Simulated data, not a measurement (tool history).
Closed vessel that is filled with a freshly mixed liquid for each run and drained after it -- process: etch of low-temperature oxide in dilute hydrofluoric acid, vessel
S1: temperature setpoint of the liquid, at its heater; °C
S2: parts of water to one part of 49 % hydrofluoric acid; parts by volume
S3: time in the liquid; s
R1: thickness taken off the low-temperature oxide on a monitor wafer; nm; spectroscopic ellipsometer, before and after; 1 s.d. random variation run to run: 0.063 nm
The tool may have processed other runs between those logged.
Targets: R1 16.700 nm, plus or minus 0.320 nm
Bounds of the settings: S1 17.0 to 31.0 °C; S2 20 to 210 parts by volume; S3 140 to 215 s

run 1 hour=0.0 | S1=23.0 S2=115 S3=215 | R1=20.899
run 2 hour=3.6 | S1=23.0 S2=155 S3=215 | R1=14.850
run 3 hour=6.1 | S1=23.5 S2=155 S3=215 | R1=15.170
run 4 hour=12.2 | S1=23.5 S2=115 S3=215 | R1=21.437
run 5 hour=21.3 | S1=25.0 S2=115 S3=215 | R1=22.631
run 6 hour=25.8 | S1=27.5 S2=115 S3=215 | R1=24.839
run 7 hour=29.6 | S1=25.0 S2=115 S3=215 | R1=22.782
run 8 hour=32.2 | S1=23.0 S2=115 S3=215 | R1=21.048
run 9 hour=35.3 | S1=21.5 S2=115 S3=215 | R1=19.662
run 10 hour=40.7 | S1=21.5 S2=115 S3=215 | R1=19.866
run 11 hour=46.5 | S1=20.5 S2=115 S3=215 | R1=18.998
run 12 hour=54.3 | S1=19.5 S2=115 S3=215 | R1=18.219
run 13 hour=59.3 | S1=19.0 S2=115 S3=215 | R1=17.917
run 14 hour=62.9 | S1=18.5 S2=115 S3=215 | R1=17.433
run 15 hour=64.9 | S1=18.0 S2=115 S3=215 | R1=17.139
run 16 hour=74.2 | S1=18.0 S2=115 S3=215 | R1=17.075

Exactly one of the 4 candidate moves below puts every result within its allowed miss. Which one?
run A hour=83.5 | S1=17.0 S2=80 S3=140 | R1=?
run B hour=83.5 | S1=19.5 S2=100 S3=170 | R1=?
run C hour=83.5 | S1=18.0 S2=110 S3=190 | R1=?
run D hour=83.5 | S1=18.0 S2=110 S3=210 | R1=?

move=A R1=15.986
move=B R1=16.876
move=C R1=15.942
move=D R1=17.620
A: takes the biggest miss from the last run beyond its target
B: in spec on every target
C: takes the biggest miss from the last run beyond its target
D: lands further from the targets than the last run did
Correct choice: B, which meets every target

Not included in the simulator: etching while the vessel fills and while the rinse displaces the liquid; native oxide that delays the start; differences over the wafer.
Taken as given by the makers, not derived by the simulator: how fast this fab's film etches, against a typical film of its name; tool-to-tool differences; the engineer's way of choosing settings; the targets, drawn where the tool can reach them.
